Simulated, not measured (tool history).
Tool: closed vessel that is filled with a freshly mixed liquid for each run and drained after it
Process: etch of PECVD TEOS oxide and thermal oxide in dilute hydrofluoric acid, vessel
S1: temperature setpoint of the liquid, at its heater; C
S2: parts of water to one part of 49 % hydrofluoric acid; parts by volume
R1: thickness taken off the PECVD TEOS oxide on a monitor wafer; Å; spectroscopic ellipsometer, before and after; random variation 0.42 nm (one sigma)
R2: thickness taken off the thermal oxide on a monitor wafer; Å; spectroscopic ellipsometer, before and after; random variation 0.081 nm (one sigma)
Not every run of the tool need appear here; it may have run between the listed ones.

Run 1, hour 0.0: S1 22.0 C, S2 145 parts by volume, time in the liquid (s) 700. Result: R1 458.11 Å, R2 164.85 Å.
Run 2, hour 3.3: S1 22.0 C, S2 105 parts by volume, time in the liquid (s) 700. Result: R1 669.48 Å, R2 237.83 Å.
Run 3, hour 5.4: S1 21.5 C, S2 105 parts by volume, time in the liquid (s) 700. Result: R1 665.76 Å, R2 234.69 Å.
Run 4, hour 10.5: S1 21.0 C, S2 105 parts by volume, time in the liquid (s) 700. Result: R1 646.84 Å, R2 231.64 Å.
Run 5, hour 15.9: S1 20.5 C, S2 105 parts by volume, time in the liquid (s) 700. Result: R1 630.80 Å, R2 223.90 Å.
Run 6, hour 23.5: S1 20.5 C, S2 105 parts by volume, time in the liquid (s) 485. Result: R1 432.56 Å, R2 156.40 Å.
Run 7, hour 26.3: S1 22.0 C, S2 105 parts by volume, time in the liquid (s) 485. Result: R1 467.17 Å, R2 167.12 Å.
Run 8, hour 26.9: S1 23.0 C, S2 105 parts by volume, time in the liquid (s) 485. Result: R1 484.45 Å, R2 173.16 Å.
Run 9, hour 35.3: S1 27.0 C, S2 105 parts by volume, time in the liquid (s) 485. Result: R1 562.58 Å, R2 201.93 Å.

For run 10, what comes out?
Run 10, hour 38.7: S1 27.5 C, S2 105 parts by volume, time in the liquid (s) 485. Result: R1 ?, R2 ?.

Run 10 yielded R1 579.54 Å, R2 205.67 Å.

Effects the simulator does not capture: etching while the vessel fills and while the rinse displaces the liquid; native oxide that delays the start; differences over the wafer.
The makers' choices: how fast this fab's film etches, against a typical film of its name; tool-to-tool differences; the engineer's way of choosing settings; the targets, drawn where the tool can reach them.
